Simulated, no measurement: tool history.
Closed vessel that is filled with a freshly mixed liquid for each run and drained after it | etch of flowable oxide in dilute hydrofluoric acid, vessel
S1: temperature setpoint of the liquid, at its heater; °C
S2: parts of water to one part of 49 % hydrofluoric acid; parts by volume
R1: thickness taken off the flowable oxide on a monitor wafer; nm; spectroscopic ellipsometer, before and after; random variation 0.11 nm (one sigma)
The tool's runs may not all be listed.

run 1 hour=0 | S1=22 S2=95 time_in_the_liquid_(s)=30 | R1=15.942
run 2 hour=6.3 | S1=24 S2=90 time_in_the_liquid_(s)=30 | R1=18.351
run 3 hour=10.2 | S1=24 S2=65 time_in_the_liquid_(s)=30 | R1=26.028
run 4 hour=18.3 | S1=21 S2=65 time_in_the_liquid_(s)=30 | R1=23.104
run 5 hour=23.7 | S1=24.5 S2=65 time_in_the_liquid_(s)=30 | R1=26.577
run 6 hour=30.4 | S1=24.5 S2=45 time_in_the_liquid_(s)=30 | R1=39.661
run 7 hour=33.1 | S1=20.5 S2=45 time_in_the_liquid_(s)=30 | R1=33.421
run 8 hour=40.1 | S1=20.5 S2=45 time_in_the_liquid_(s)=30 | R1=33.534
run 9 hour=46.1 | S1=19.5 S2=45 time_in_the_liquid_(s)=30 | R1=32.036
run 10 hour=52.4 | S1=19 S2=45 time_in_the_liquid_(s)=30 | R1=31.623

Run 11 comes next. What will it give?
run 11 hour=60.7 | S1=18.5 S2=45 time_in_the_liquid_(s)=30 | R1=?

R1: 30.736 nm

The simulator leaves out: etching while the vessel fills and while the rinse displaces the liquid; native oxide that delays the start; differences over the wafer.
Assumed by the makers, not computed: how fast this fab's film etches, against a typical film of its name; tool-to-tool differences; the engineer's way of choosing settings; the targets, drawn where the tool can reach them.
